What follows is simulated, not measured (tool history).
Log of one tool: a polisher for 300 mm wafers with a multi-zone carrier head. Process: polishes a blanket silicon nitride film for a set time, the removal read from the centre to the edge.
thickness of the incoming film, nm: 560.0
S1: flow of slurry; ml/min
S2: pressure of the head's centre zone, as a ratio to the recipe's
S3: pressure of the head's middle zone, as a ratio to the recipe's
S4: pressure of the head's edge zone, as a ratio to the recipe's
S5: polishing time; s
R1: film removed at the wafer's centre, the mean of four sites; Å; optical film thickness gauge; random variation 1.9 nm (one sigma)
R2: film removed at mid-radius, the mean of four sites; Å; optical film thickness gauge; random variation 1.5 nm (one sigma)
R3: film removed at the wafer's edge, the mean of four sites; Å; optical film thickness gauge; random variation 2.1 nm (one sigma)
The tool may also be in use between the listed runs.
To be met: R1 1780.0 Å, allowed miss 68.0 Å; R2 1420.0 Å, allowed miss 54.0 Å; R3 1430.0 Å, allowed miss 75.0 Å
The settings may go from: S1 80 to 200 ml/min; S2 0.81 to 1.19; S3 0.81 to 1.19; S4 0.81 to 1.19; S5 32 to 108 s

run	day	S1	S2	S3	S4	S5	R1	R2	R3
1	0.000	130	1.00	1.00	1.00	70	1457.0	1354.3	1303.4
2	0.112	130	1.00	1.00	1.03	70	1512.5	1340.3	1330.7
3	0.483	115	1.00	1.00	1.03	70	1439.7	1318.1	1313.6
4	0.608	130	1.02	1.00	1.04	70	1501.2	1360.3	1319.1
5	0.667	130	1.02	1.00	1.12	70	1495.2	1358.3	1367.1
# day 0.979: centre zone pressure recalibrated
6	0.979	130	1.02	1.00	1.12	64	1278.1	1253.9	1240.5
7	1.142	135	1.05	0.99	1.12	66	1356.1	1278.4	1305.2
8	1.296	140	1.07	0.98	1.06	69	1478.6	1340.8	1316.6
9	1.400	140	1.09	0.96	1.03	71	1507.9	1334.8	1374.8
10	1.562	175	1.19	0.99	1.10	68	1640.5	1359.7	1392.4
11	1.921	180	1.19	0.98	1.07	69	1694.3	1370.0	1339.9

4 next moves are on the table. One of them brings every result within its allowed miss. Which?
A	2.279	195	1.16	1.03	1.10	66	?	?	?
B	2.279	170	1.12	1.03	1.07	69	?	?	?
C	2.279	165	1.19	0.97	1.05	73	?	?	?
D	2.279	175	1.17	1.02	1.19	69	?	?	?

move	R1	R2	R3
A	1588.2	1374.5	1314.1
B	1568.6	1410.2	1341.8
C	1754.7	1429.0	1406.8
D	1646.8	1406.6	1398.4
A: further off than the last run
B: further off than the last run
C: meets every target
D: further off than the last run
The right move is C.
